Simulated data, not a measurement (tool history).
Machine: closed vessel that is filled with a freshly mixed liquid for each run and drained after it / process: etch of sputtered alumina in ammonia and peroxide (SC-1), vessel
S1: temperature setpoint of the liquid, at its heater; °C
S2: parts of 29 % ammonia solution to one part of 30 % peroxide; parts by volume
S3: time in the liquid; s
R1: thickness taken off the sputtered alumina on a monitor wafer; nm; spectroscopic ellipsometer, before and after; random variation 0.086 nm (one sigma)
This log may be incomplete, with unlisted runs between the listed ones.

{"run": 1, "hour": 0.0, "S1": 49, "S2": 0.6, "S3": 350, "R1": 16.546}
{"run": 2, "hour": 4.0, "S1": 49, "S2": 0.6, "S3": 375, "R1": 17.851}
{"run": 3, "hour": 6.7, "S1": 52.5, "S2": 0.6, "S3": 375, "R1": 21.688}
{"run": 4, "hour": 12.2, "S1": 52.5, "S2": 0.6, "S3": 375, "R1": 22.015}
{"run": 5, "hour": 15.6, "S1": 52.5, "S2": 0.6, "S3": 350, "R1": 19.965}
{"run": 6, "hour": 19.6, "S1": 49, "S2": 0.6, "S3": 350, "R1": 16.694}
{"run": 7, "hour": 27.0, "S1": 41, "S2": 0.55, "S3": 350, "R1": 10.372}

Predict the results of run 8:
{"run": 8, "hour": 29.7, "S1": 40.5, "S2": 0.55, "S3": 350, "R1": "?"}

{"run 8": {"R1": 10.165}}
